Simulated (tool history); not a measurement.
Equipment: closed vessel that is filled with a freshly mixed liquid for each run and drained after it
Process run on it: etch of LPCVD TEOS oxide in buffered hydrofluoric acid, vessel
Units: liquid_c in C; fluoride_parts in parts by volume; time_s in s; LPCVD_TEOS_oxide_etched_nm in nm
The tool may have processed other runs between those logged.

| run | hour | liquid_c | fluoride_parts | time_s | LPCVD_TEOS_oxide_etched_nm |
|---|---|---|---|---|---|
| 1 | 0.0 | 20.0 | 23.5 | 105 | 65.391 |
| 2 | 4.4 | 20.0 | 30.0 | 105 | 55.572 |
| 3 | 13.5 | 20.0 | 30.0 | 115 | 60.156 |
| 4 | 17.0 | 18.5 | 30.0 | 115 | 55.980 |
| 5 | 22.2 | 21.5 | 30.0 | 115 | 65.015 |
| 6 | 23.8 | 21.0 | 30.0 | 115 | 63.946 |
| 7 | 29.7 | 20.5 | 30.0 | 115 | 62.807 |

Estimate the outcome of run 8 from the log above:
| 8 | 33.8 | 20.0 | 30.0 | 115 | ? |

LPCVD_TEOS_oxide_etched_nm: 61.186 nm
